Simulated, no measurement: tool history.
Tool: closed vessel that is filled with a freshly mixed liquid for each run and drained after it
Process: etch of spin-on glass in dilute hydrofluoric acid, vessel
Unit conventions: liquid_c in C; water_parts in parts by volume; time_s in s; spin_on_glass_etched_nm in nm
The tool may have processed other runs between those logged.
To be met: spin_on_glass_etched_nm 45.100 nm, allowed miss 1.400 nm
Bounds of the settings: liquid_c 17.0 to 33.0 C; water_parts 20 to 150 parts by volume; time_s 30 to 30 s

Run 1, hour 0.0: liquid_c 25.0 C, water_parts 85 parts by volume, time_s 30 s. Result: spin_on_glass_etched_nm 14.541 nm.
Run 2, hour 1.9: liquid_c 22.5 C, water_parts 85 parts by volume, time_s 30 s. Result: spin_on_glass_etched_nm 13.348 nm.
Run 3, hour 6.0: liquid_c 25.0 C, water_parts 70 parts by volume, time_s 30 s. Result: spin_on_glass_etched_nm 18.444 nm.
Run 4, hour 11.4: liquid_c 25.0 C, water_parts 70 parts by volume, time_s 30 s. Result: spin_on_glass_etched_nm 18.182 nm.
Run 5, hour 17.1: liquid_c 27.0 C, water_parts 60 parts by volume, time_s 30 s. Result: spin_on_glass_etched_nm 23.821 nm.
Run 6, hour 24.6: liquid_c 28.5 C, water_parts 55 parts by volume, time_s 30 s. Result: spin_on_glass_etched_nm 27.495 nm.
Run 7, hour 29.9: liquid_c 29.5 C, water_parts 50 parts by volume, time_s 30 s. Result: spin_on_glass_etched_nm 31.674 nm.
Run 8, hour 36.0: liquid_c 30.5 C, water_parts 45 parts by volume, time_s 30 s. Result: spin_on_glass_etched_nm 36.665 nm.

4 candidate next runs follow, results not yet known. Just one meets every target within its allowed miss. Identify it.
Run A, hour 42.1: liquid_c 30.5 C, water_parts 50 parts by volume, time_s 30 s. Result: spin_on_glass_etched_nm ?.
Run B, hour 42.1: liquid_c 31.0 C, water_parts 35 parts by volume, time_s 30 s. Result: spin_on_glass_etched_nm ?.
Run C, hour 42.1: liquid_c 27.0 C, water_parts 30 parts by volume, time_s 30 s. Result: spin_on_glass_etched_nm ?.
Run D, hour 42.1: liquid_c 29.0 C, water_parts 35 parts by volume, time_s 30 s. Result: spin_on_glass_etched_nm ?.

move  spin_on_glass_etched_nm
   A                   32.977
   B                   49.200
   C                   49.246
   D                   45.433
A: misses by more than the last run did
B: pushes the last run's worst result past its target
C: pushes the last run's worst result past its target
D: each result inside its tolerance
Move D is the one to make.
